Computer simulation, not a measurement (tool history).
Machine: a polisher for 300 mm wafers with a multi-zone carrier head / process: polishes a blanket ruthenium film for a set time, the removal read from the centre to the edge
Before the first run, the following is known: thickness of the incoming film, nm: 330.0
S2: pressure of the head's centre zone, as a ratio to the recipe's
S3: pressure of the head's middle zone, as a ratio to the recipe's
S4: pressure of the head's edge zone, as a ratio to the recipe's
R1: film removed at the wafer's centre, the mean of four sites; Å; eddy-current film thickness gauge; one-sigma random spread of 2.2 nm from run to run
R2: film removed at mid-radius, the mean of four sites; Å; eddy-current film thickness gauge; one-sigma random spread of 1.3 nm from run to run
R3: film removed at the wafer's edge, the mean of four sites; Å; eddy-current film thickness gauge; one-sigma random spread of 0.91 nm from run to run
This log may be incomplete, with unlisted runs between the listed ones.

Run 1, hour 0.0: flow of slurry (ml/min) 190, S2 1.00, S3 1.00, S4 1.00, polishing time (s) 76. Result: R1 1077.8 Å, R2 1058.8 Å, R3 1024.4 Å.
Run 2, hour 6.3: flow of slurry (ml/min) 190, S2 1.00, S3 1.07, S4 1.00, polishing time (s) 76. Result: R1 1078.3 Å, R2 1123.3 Å, R3 1032.9 Å.
Run 3, hour 14.6: flow of slurry (ml/min) 205, S2 1.01, S3 1.10, S4 1.01, polishing time (s) 81. Result: R1 1197.4 Å, R2 1226.6 Å, R3 1094.7 Å.
Run 4, hour 16.1: flow of slurry (ml/min) 205, S2 1.01, S3 1.10, S4 0.97, polishing time (s) 81. Result: R1 1170.1 Å, R2 1233.9 Å, R3 1070.8 Å.
Run 5, hour 18.9: flow of slurry (ml/min) 210, S2 1.01, S3 1.12, S4 0.99, polishing time (s) 86. Result: R1 1221.3 Å, R2 1330.7 Å, R3 1162.6 Å.
Run 6, hour 27.4: flow of slurry (ml/min) 220, S2 1.03, S3 1.14, S4 1.00, polishing time (s) 90. Result: R1 1353.8 Å, R2 1441.5 Å, R3 1229.5 Å.
Run 7, hour 35.1: flow of slurry (ml/min) 225, S2 1.03, S3 1.15, S4 1.02, polishing time (s) 92. Result: R1 1402.9 Å, R2 1488.1 Å, R3 1260.0 Å.
Run 8, hour 43.9: flow of slurry (ml/min) 225, S2 1.03, S3 1.16, S4 1.04, polishing time (s) 95. Result: R1 1428.5 Å, R2 1525.1 Å, R3 1319.2 Å.
Run 9, hour 51.2: flow of slurry (ml/min) 230, S2 1.03, S3 1.17, S4 1.05, polishing time (s) 97. Result: R1 1454.7 Å, R2 1584.6 Å, R3 1359.2 Å.
Run 10, hour 58.8: flow of slurry (ml/min) 235, S2 1.04, S3 1.17, S4 1.06, polishing time (s) 98. Result: R1 1477.7 Å, R2 1596.9 Å, R3 1369.9 Å.

Run 11 has not been measured yet. What should we expect?
Run 11, hour 65.4: flow of slurry (ml/min) 235, S2 1.05, S3 1.17, S4 1.06, polishing time (s) 100. Result: R1 ?, R2 ?, R3 ?.

Run 11 yielded R1 1502.2 Å, R2 1617.0 Å, R3 1411.6 Å.
